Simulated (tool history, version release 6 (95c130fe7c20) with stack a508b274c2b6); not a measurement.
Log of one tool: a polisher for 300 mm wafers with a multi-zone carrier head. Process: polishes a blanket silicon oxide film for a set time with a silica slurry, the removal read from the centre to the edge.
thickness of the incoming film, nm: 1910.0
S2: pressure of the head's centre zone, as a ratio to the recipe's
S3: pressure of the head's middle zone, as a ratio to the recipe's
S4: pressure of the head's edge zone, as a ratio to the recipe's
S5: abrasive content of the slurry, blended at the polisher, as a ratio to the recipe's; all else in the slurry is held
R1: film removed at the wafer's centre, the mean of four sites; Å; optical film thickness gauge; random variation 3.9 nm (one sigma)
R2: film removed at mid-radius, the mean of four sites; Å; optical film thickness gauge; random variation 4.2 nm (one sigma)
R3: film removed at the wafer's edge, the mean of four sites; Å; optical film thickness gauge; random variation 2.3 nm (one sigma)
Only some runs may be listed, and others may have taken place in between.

Run 1, hour 0: flow of slurry (ml/min) 280, S2 1, S3 1, S4 1, S5 1, polishing time (s) 79. Result: R1 3856.6 Å, R2 3566.9 Å, R3 3689.5 Å.
Run 2, hour 2.4: flow of slurry (ml/min) 280, S2 1, S3 1, S4 0.98, S5 0.95, polishing time (s) 79. Result: R1 3733.6 Å, R2 3584.4 Å, R3 3522.9 Å.
Run 3, hour 3.9: flow of slurry (ml/min) 345, S2 1, S3 1, S4 0.98, S5 0.95, polishing time (s) 79. Result: R1 3784 Å, R2 3579.6 Å, R3 3525 Å.
Run 4, hour 4.9: flow of slurry (ml/min) 345, S2 1, S3 0.99, S4 0.96, S5 0.9, polishing time (s) 79. Result: R1 3762.1 Å, R2 3349.7 Å, R3 3415.6 Å.
Run 5, hour 6.9: flow of slurry (ml/min) 345, S2 1, S3 0.99, S4 0.96, S5 0.9, polishing time (s) 61. Result: R1 2843.9 Å, R2 2649.2 Å, R3 2646 Å.
Run 6, hour 13.2: flow of slurry (ml/min) 345, S2 1, S3 0.99, S4 0.96, S5 0.9, polishing time (s) 42. Result: R1 1920.8 Å, R2 1862.2 Å, R3 1812.9 Å.
Run 7, hour 18.8: flow of slurry (ml/min) 345, S2 1.01, S3 1, S4 0.97, S5 1, polishing time (s) 43. Result: R1 2146.3 Å, R2 2077.1 Å, R3 1946 Å.
Run 8, hour 22.1: flow of slurry (ml/min) 340, S2 1.01, S3 0.99, S4 0.98, S5 1.1, polishing time (s) 44. Result: R1 2307.8 Å, R2 2204.8 Å, R3 2137 Å.
Run 9, hour 29.6: flow of slurry (ml/min) 340, S2 1.02, S3 1, S4 0.99, S5 1.15, polishing time (s) 44. Result: R1 2448.3 Å, R2 2334.7 Å, R3 2196.4 Å.
Run 10, hour 32: flow of slurry (ml/min) 335, S2 1.02, S3 1, S4 1.01, S5 1.2, polishing time (s) 44. Result: R1 2405.6 Å, R2 2297.3 Å, R3 2278.3 Å.

Forecast run 11:
Run 11, hour 37.3: flow of slurry (ml/min) 335, S2 1.04, S3 1.02, S4 1.02, S5 1.25, polishing time (s) 44. Result: R1 ?, R2 ?, R3 ?.

R1: 2484.8 Å
R2: 2433.6 Å
R3: 2330.1 Å
